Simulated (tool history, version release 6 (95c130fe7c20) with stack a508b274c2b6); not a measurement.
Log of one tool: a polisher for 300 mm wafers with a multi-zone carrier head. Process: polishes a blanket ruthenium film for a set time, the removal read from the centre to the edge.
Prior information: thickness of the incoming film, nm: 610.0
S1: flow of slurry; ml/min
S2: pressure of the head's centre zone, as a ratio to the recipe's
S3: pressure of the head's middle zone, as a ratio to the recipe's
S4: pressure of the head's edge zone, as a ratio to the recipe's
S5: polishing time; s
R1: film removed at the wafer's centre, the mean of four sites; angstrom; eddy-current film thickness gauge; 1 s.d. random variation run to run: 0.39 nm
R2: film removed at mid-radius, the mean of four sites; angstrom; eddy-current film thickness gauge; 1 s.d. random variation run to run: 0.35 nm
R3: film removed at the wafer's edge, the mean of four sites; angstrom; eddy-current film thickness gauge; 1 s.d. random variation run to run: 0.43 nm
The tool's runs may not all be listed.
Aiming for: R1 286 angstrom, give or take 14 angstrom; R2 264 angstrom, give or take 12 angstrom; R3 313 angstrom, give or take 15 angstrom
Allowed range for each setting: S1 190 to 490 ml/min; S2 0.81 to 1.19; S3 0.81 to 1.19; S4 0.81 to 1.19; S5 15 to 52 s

run,hour,S1,S2,S3,S4,S5,R1,R2,R3
1,0,315,1,1,1,33,238.52,227.99,230.06
2,8.7,275,1,1,1,33,234.73,224.04,236.37
3,16.1,265,1,1,1.01,34,240.95,232.6,239.46
4,21.4,260,0.99,0.98,1.02,35,243.87,231.23,252.88
5,26.8,255,0.99,0.98,1.03,36,246.65,235.2,254.11
6,33.3,250,0.99,0.97,1.03,37,259.83,246.81,263.4
7,38.5,245,0.99,0.96,1.04,38,270.1,246.76,272.02
8,39.7,240,0.98,0.96,1.05,38,264.23,248.39,278.15
9,43.5,240,0.98,0.96,1.06,38,255.14,245.64,275.76
10,49.6,240,0.98,0.96,1.07,38,257.72,248.59,279.65
11,54.3,240,0.99,0.96,1.08,38,258.59,249.07,280.4
12,58.9,240,1,0.96,1.09,38,264.16,248.97,272.71
13,62.7,240,1,0.96,1.09,38,261.16,252,283.44
14,63.5,240,1.01,0.96,1.1,38,273.46,244.61,278.46
15,68.4,230,1,0.95,1.12,40,275.25,259.24,300.06

Which one of the following 4 next-run settings gets every result inside its allowed miss? There is exactly one.
A,73.3,275,0.97,0.9,1.13,42,?,?,?
B,73.3,205,0.98,1.03,1.12,39,?,?,?
C,73.3,190,0.85,0.89,1.15,41,?,?,?
D,73.3,285,0.92,1.03,1.14,39,?,?,?

move,R1,R2,R3
A,291.93,258.56,319.57
B,263.86,259.75,287.7
C,237.28,239.22,303.7
D,258.26,269.91,298.03
A: meets every target
B: the biggest miss grows against the last run
C: puts the biggest miss on target and leaves a different result outside tolerance
D: puts the biggest miss on target and leaves a different result outside tolerance
A meets every target.

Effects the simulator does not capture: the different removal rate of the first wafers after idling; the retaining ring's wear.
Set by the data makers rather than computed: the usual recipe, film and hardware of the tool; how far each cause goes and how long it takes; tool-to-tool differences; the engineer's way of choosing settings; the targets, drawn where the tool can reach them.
